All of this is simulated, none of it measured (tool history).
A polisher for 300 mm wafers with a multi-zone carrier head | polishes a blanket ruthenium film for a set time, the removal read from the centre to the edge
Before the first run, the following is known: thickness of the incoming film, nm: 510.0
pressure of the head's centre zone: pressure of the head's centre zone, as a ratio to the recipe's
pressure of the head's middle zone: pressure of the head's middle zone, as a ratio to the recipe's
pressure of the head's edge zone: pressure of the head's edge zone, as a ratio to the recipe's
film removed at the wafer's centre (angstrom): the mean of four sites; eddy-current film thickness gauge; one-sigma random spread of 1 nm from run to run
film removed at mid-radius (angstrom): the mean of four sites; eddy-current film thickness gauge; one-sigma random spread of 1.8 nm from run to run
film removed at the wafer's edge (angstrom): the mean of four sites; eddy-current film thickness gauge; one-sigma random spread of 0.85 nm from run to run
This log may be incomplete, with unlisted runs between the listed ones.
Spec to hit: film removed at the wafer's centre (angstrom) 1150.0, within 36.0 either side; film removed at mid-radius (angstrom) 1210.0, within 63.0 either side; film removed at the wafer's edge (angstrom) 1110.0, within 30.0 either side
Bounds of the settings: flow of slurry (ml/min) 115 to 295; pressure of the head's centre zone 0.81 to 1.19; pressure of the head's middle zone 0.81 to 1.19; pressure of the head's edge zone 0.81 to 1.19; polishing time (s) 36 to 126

run	hour	flow of slurry (ml/min)	pressure of the head's centre zone	pressure of the head's middle zone	pressure of the head's edge zone	polishing time (s)	film removed at the wafer's centre (angstrom)	film removed at mid-radius (angstrom)	film removed at the wafer's edge (angstrom)
1	0.0	190	1.00	1.00	1.00	81	1372.5	1346.6	1466.7
2	6.4	185	1.00	1.02	0.97	78	1322.6	1349.8	1369.9
3	12.6	180	1.00	1.01	0.94	76	1265.3	1268.3	1314.4
4	20.4	175	1.00	1.02	0.92	75	1247.0	1244.4	1257.5
5	22.2	175	0.93	1.02	0.92	75	1146.2	1285.4	1275.5
6	30.5	150	0.93	1.02	0.92	75	1121.0	1221.8	1239.7
7	38.9	145	0.94	1.03	0.90	75	1108.9	1221.8	1235.0
# hour 43.6: edge zone pressure recalibrated
8	43.6	150	0.96	1.04	0.88	74	1139.2	1239.1	1161.1

Which of these 4 next moves meets every target?
A	48.3	140	0.85	1.02	0.85	82	?	?	?
B	48.3	155	0.99	1.00	0.88	76	?	?	?
C	48.3	235	0.89	1.01	0.81	75	?	?	?
D	48.3	150	1.03	1.08	0.92	70	?	?	?

move	film removed at the wafer's centre (angstrom)	film removed at mid-radius (angstrom)	film removed at the wafer's edge (angstrom)
A	1101.6	1324.2	1251.4
B	1222.0	1234.2	1198.1
C	1171.6	1318.4	1199.9
D	1162.6	1204.6	1119.3
A: lands further from the targets than the last run did
B: lands further from the targets than the last run did
C: lands further from the targets than the last run did
D: every result within its allowed miss
So the answer is move D, the one that meets all the targets.

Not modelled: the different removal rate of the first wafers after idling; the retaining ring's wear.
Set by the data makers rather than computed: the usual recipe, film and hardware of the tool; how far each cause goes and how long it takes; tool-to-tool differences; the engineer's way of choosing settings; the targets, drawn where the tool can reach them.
